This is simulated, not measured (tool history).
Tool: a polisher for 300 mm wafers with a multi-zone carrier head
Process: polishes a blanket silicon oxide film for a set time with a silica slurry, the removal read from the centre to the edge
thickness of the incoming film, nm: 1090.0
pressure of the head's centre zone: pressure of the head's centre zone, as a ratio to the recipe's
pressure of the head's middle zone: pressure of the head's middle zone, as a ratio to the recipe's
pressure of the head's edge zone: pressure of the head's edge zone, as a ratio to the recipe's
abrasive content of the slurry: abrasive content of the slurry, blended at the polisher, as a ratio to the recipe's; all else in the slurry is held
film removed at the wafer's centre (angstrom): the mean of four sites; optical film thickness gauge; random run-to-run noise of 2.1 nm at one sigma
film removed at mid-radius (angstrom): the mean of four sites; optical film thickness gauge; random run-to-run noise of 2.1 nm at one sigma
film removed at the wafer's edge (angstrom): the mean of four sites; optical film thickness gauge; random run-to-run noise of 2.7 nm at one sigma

| run | hour | flow of slurry (ml/min) | pressure of the head's centre zone | pressure of the head's middle zone | pressure of the head's edge zone | abrasive content of the slurry | polishing time (s) | film removed at the wafer's centre (angstrom) | film removed at mid-radius (angstrom) | film removed at the wafer's edge (angstrom) |
|---|---|---|---|---|---|---|---|---|---|---|
| 1 | 0 | 185 | 1 | 1 | 1 | 1 | 84 | 2629.2 | 2462.6 | 2494.7 |
| 2 | 7.4 | 190 | 0.95 | 0.97 | 1.06 | 1.1 | 84 | 2562.9 | 2492.8 | 2678.6 |
| 3 | 8 | 190 | 0.95 | 1.01 | 1.06 | 1.1 | 84 | 2585.7 | 2582.8 | 2657.4 |
| 4 | 13.5 | 190 | 0.95 | 0.94 | 1.06 | 1.1 | 84 | 2573.5 | 2421.5 | 2625.4 |
| 5 | 19 | 190 | 0.95 | 0.94 | 1.06 | 1.1 | 75 | 2301.9 | 2188.5 | 2350.5 |
| 6 | 21.4 | 150 | 0.95 | 0.94 | 1.06 | 1.1 | 75 | 2239.3 | 2102 | 2343.9 |

Estimate the outcome of run 7 from the log above:
| 7 | 23.8 | 135 | 0.93 | 0.94 | 1.1 | 1.25 | 77 | ? | ? | ? |

film removed at the wafer's centre (angstrom): 2309.9
film removed at mid-radius (angstrom): 2212
film removed at the wafer's edge (angstrom): 2514.7

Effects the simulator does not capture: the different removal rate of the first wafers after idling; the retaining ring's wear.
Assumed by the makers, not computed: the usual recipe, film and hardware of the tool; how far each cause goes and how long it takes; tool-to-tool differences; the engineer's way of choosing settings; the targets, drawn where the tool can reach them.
